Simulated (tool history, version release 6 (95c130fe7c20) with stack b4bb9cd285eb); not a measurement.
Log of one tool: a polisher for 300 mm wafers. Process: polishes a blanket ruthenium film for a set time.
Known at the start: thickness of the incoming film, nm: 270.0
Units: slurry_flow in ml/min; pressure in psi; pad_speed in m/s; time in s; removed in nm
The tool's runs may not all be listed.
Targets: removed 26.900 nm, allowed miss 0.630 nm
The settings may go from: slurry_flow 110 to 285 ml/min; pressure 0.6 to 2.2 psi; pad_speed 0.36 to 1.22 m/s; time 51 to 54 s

Run 1, hour 0.0: slurry_flow 180 ml/min, pressure 1.4 psi, pad_speed 0.78 m/s, time 51 s. Result: removed 29.675 nm.
Run 2, hour 3.8: slurry_flow 175 ml/min, pressure 1.4 psi, pad_speed 0.78 m/s, time 51 s. Result: removed 29.555 nm.
Run 3, hour 6.2: slurry_flow 175 ml/min, pressure 1.4 psi, pad_speed 0.78 m/s, time 51 s. Result: removed 30.115 nm.
Run 4, hour 11.6: slurry_flow 175 ml/min, pressure 1.3 psi, pad_speed 0.78 m/s, time 51 s. Result: removed 28.125 nm.
Run 5, hour 20.5: slurry_flow 175 ml/min, pressure 1.0 psi, pad_speed 0.78 m/s, time 51 s. Result: removed 22.801 nm.
Run 6, hour 25.3: slurry_flow 180 ml/min, pressure 1.0 psi, pad_speed 0.78 m/s, time 51 s. Result: removed 23.084 nm.
Run 7, hour 26.2: slurry_flow 185 ml/min, pressure 1.0 psi, pad_speed 0.78 m/s, time 51 s. Result: removed 23.113 nm.
Run 8, hour 33.6: slurry_flow 190 ml/min, pressure 1.0 psi, pad_speed 0.78 m/s, time 51 s. Result: removed 23.408 nm.
Run 9, hour 37.2: slurry_flow 200 ml/min, pressure 1.0 psi, pad_speed 0.78 m/s, time 51 s. Result: removed 23.376 nm.

4 next moves are on the table. One of them brings every result within its allowed miss. Which?
Run A, hour 40.8: slurry_flow 200 ml/min, pressure 1.1 psi, pad_speed 0.84 m/s, time 52 s. Result: removed ?.
Run B, hour 40.8: slurry_flow 190 ml/min, pressure 1.1 psi, pad_speed 0.82 m/s, time 51 s. Result: removed ?.
Run C, hour 40.8: slurry_flow 235 ml/min, pressure 0.7 psi, pad_speed 1.14 m/s, time 53 s. Result: removed ?.
Run D, hour 40.8: slurry_flow 190 ml/min, pressure 1.2 psi, pad_speed 0.70 m/s, time 52 s. Result: removed ?.

move  removed
   A   26.964
   B   25.836
   C   25.176
   D   25.402
A: meets every target
B: nearer than the last run, and not there yet
C: nearer than the last run, and not there yet
D: nearer than the last run, and not there yet
Answer: A

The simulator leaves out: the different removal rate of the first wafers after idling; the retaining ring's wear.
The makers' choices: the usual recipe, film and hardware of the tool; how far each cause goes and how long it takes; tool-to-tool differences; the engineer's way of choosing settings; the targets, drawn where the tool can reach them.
